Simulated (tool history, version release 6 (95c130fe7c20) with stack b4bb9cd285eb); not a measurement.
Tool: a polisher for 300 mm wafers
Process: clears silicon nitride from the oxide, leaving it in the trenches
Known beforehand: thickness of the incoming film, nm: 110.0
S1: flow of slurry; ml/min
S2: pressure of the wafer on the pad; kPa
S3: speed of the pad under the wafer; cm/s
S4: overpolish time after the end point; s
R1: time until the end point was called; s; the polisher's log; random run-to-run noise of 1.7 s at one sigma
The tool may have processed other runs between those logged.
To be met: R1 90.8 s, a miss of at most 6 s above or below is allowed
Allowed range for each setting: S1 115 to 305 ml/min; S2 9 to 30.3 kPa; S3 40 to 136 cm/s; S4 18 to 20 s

run	hour	S1	S2	S3	S4	R1
1	0	195	19.3	88	18	124.77
2	7.7	195	15.9	88	18	144.23
3	14.1	220	15.9	88	18	131.84
4	21.5	240	17.2	90	18	124.37
5	23.3	240	19.3	92	18	107.98
6	24.5	240	19.3	72	18	139.91
7	33	240	19.3	72	18	142.89
8	40.3	245	22.1	74	18	126.32
9	48.1	250	24.1	76	18	112.55
10	52.4	255	25.5	78	18	102.74
11	57.3	255	26.2	78	18	103.76
12	60.8	255	26.9	78	18	98.399
13	65.7	255	27.6	78	18	96.878

5 candidate next runs follow, results not yet known. Just one meets every target within its allowed miss. Identify it.
A	70.6	255	21.4	82	18	?
B	70.6	250	29.6	66	20	?
C	70.6	260	30.3	76	18	?
D	70.6	305	30.3	92	19	?
E	70.6	265	29	68	18	?

move	R1
A	113.97
B	107.05
C	91.225
D	74.629
E	105.47
A: the biggest miss grows against the last run
B: the biggest miss grows against the last run
C: in spec on every target
D: carries the result that was furthest off beyond its target, to the other side
E: the biggest miss grows against the last run
Go with C: it meets all targets.
